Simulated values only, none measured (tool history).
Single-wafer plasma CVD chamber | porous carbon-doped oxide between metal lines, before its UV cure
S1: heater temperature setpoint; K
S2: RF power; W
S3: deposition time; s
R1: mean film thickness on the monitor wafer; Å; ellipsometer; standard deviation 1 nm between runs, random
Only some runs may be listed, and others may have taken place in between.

{"run": 1, "hour": 0.0, "S1": 558.15, "S2": 400, "S3": 61.9, "R1": 3298.2}
{"run": 2, "hour": 7.7, "S1": 555.15, "S2": 400, "S3": 61.9, "R1": 3345.9}
{"run": 3, "hour": 15.7, "S1": 552.15, "S2": 400, "S3": 61.9, "R1": 3404.6}
{"run": 4, "hour": 23.7, "S1": 550.15, "S2": 400, "S3": 61.9, "R1": 3441}
{"run": 5, "hour": 28.1, "S1": 550.15, "S2": 375, "S3": 61.9, "R1": 3296.2}
{"run": 6, "hour": 34.0, "S1": 547.15, "S2": 375, "S3": 61.9, "R1": 3362.9}
{"run": 7, "hour": 38.7, "S1": 545.15, "S2": 375, "S3": 61.9, "R1": 3413.7}

Expected results for the next run?
{"run": 8, "hour": 40.3, "S1": 543.15, "S2": 375, "S3": 61.9, "R1": "?"}

{"run 8": {"R1": 3445.2}}

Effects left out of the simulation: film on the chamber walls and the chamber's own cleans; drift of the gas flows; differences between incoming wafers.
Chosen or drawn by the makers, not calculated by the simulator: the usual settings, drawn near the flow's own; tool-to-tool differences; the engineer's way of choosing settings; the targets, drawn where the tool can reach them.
